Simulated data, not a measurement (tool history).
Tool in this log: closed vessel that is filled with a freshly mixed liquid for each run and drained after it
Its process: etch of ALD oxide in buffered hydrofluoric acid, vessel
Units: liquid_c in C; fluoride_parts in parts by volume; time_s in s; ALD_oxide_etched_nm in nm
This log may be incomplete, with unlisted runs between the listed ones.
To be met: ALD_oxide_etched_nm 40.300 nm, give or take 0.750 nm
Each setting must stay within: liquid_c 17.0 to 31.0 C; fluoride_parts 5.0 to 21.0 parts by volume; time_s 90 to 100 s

run,hour,liquid_c,fluoride_parts,time_s,ALD_oxide_etched_nm
1,0.0,23.0,13.0,90,73.328
2,4.1,21.0,14.0,90,61.128
3,9.9,21.0,13.0,90,65.710
4,17.9,21.0,13.0,90,66.041
5,21.0,21.0,13.0,100,73.077
6,22.3,19.5,14.5,100,60.092
7,29.8,18.5,15.5,100,53.372
8,35.8,18.0,16.5,100,48.856
9,42.0,17.5,17.0,100,46.178
10,47.7,17.5,17.5,100,44.761
11,54.4,17.5,18.0,100,43.549
12,58.7,17.0,18.5,100,41.114

Of the 5 settings listed for the next run, only one would bring every result within its allowed miss of target. Which one?
A,63.0,17.0,19.5,100,?
B,63.0,17.0,18.5,95,?
C,63.0,18.0,18.5,90,?
D,63.0,17.0,18.0,95,?
E,63.0,17.0,16.5,90,?

move,ALD_oxide_etched_nm
A,39.245
B,39.275
C,39.393
D,40.353
E,41.659
A: moves the result that the last run missed by most past its target, out the other side
B: moves the result that the last run missed by most past its target, out the other side
C: moves the result that the last run missed by most past its target, out the other side
D: in spec on every target
E: the biggest miss grows against the last run
So the answer is move D, the one that meets all the targets.
